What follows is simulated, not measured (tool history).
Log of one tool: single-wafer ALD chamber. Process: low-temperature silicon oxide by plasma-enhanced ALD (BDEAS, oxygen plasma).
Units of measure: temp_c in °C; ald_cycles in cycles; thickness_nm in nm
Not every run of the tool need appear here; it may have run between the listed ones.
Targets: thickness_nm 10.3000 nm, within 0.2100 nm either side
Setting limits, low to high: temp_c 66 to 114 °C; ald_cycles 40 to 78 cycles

{"run": 1, "hour": 0.0, "temp_c": 90, "ald_cycles": 59, "thickness_nm": 8.8348}
{"run": 2, "hour": 6.2, "temp_c": 86, "ald_cycles": 61, "thickness_nm": 9.287}
{"run": 3, "hour": 12.9, "temp_c": 83, "ald_cycles": 62, "thickness_nm": 9.5173}
{"run": 4, "hour": 17.4, "temp_c": 81, "ald_cycles": 63, "thickness_nm": 9.6973}
{"run": 5, "hour": 24.3, "temp_c": 81, "ald_cycles": 58, "thickness_nm": 8.9714}
{"run": 6, "hour": 32.4, "temp_c": 91, "ald_cycles": 58, "thickness_nm": 8.6545}
{"run": 7, "hour": 39.6, "temp_c": 91, "ald_cycles": 58, "thickness_nm": 8.7245}
{"run": 8, "hour": 47.4, "temp_c": 88, "ald_cycles": 61, "thickness_nm": 9.205}
{"run": 9, "hour": 55.8, "temp_c": 85, "ald_cycles": 62, "thickness_nm": 9.4749}
{"run": 10, "hour": 57.5, "temp_c": 82, "ald_cycles": 63, "thickness_nm": 9.6651}
{"run": 11, "hour": 62.5, "temp_c": 80, "ald_cycles": 64, "thickness_nm": 9.8636}

Consider the 5 candidate settings below. Which is the only one whose results all fall within their allowed miss of target?
{"run": "A", "hour": 67.5, "temp_c": 76, "ald_cycles": 66, "thickness_nm": "?"}
{"run": "B", "hour": 67.5, "temp_c": 87, "ald_cycles": 64, "thickness_nm": "?"}
{"run": "C", "hour": 67.5, "temp_c": 98, "ald_cycles": 67, "thickness_nm": "?"}
{"run": "D", "hour": 67.5, "temp_c": 80, "ald_cycles": 59, "thickness_nm": "?"}
{"run": "E", "hour": 67.5, "temp_c": 81, "ald_cycles": 61, "thickness_nm": "?"}

move=A thickness_nm=10.3090
move=B thickness_nm=9.6736
move=C thickness_nm=9.7886
move=D thickness_nm=9.1075
move=E thickness_nm=9.3883
A: in spec on every target
B: further off than the last run
C: further off than the last run
D: further off than the last run
E: further off than the last run
Move A is the one to make.
